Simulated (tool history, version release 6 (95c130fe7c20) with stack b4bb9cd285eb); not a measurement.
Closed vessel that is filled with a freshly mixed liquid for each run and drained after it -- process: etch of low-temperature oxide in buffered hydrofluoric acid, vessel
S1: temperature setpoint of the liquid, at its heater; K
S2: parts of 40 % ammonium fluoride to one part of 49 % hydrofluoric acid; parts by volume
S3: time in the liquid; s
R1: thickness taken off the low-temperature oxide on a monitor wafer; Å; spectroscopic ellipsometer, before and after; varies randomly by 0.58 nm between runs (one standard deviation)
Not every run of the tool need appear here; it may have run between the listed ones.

run,hour,S1,S2,S3,R1
1,0,298.15,17,95,1150.2
2,8.4,299.15,16.5,95,1243.9
3,13.9,296.65,16.5,95,1085
4,19.7,296.65,18,95,1003.8
5,25.4,298.15,17.5,95,1120.4
6,33.8,299.15,17,95,1218.4
7,41.3,300.15,16.5,95,1317.7
8,42.3,301.15,16,95,1431.1
9,43.6,301.65,15.5,95,1523.3
10,48.8,302.15,15.5,95,1563.6
11,52.6,302.65,15.5,95,1607.9
12,54.3,302.65,15.5,95,1604.1

For run 13, what comes out?
13,62.1,303.15,15.5,95,?

{"run 13": {"R1": 1642.8}}

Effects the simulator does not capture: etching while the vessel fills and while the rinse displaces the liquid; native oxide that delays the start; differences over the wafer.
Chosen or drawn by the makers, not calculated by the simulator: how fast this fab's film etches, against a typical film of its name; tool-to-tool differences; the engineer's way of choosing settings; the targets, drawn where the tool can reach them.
